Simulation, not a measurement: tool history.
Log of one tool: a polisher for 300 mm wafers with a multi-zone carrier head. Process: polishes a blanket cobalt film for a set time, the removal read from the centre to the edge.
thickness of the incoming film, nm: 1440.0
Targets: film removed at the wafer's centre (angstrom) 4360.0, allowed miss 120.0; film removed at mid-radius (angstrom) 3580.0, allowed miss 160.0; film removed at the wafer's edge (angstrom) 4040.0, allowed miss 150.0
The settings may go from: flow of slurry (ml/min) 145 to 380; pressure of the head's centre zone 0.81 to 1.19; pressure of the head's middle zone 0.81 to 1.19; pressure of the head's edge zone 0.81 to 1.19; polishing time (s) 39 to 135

run,hour,flow of slurry (ml/min),pressure of the head's centre zone,pressure of the head's middle zone,pressure of the head's edge zone,polishing time (s),film removed at the wafer's centre (angstrom),film removed at mid-radius (angstrom),film removed at the wafer's edge (angstrom)
1,0.0,245,1.00,1.00,1.00,87,3179.5,3020.2,3114.8
2,6.8,245,1.03,1.00,1.00,87,3212.3,3121.2,3112.1
3,9.5,245,1.03,1.05,1.00,87,3241.7,3171.3,3114.2
4,12.5,255,1.07,1.01,1.04,91,3435.4,3245.2,3264.9
5,18.1,275,1.07,1.01,1.04,91,3556.6,3277.5,3320.9
6,19.8,290,1.08,0.99,1.06,94,3675.2,3415.9,3396.5
7,26.5,270,1.10,0.95,1.08,98,3821.2,3315.3,3575.5
8,33.5,270,1.11,0.94,1.10,100,3991.2,3445.7,3672.6
9,34.6,265,1.11,0.93,1.11,102,4071.5,3426.5,3773.4
10,39.4,265,1.12,0.93,1.12,103,4127.1,3471.8,3825.8
11,42.2,265,1.13,0.93,1.13,104,4236.9,3483.8,3913.3

Which of these 5 next moves meets every target?
A,45.0,315,1.16,0.86,0.98,105,?,?,?
B,45.0,265,1.17,0.99,1.11,100,?,?,?
C,45.0,285,1.11,0.97,1.19,104,?,?,?
D,45.0,275,1.09,0.95,1.12,105,?,?,?
E,45.0,145,1.14,0.91,1.06,115,?,?,?

move,film removed at the wafer's centre (angstrom),film removed at mid-radius (angstrom),film removed at the wafer's edge (angstrom)
A,4382.8,3342.1,3752.5
B,4142.9,3529.5,3674.6
C,4157.8,3630.3,3932.6
D,4123.7,3591.8,3881.1
E,4378.2,3575.5,3995.0
A: brings the result that was furthest off to its target, and leaves another outside
B: further off than the last run
C: further off than the last run
D: further off than the last run
E: meets every target
Answer: E

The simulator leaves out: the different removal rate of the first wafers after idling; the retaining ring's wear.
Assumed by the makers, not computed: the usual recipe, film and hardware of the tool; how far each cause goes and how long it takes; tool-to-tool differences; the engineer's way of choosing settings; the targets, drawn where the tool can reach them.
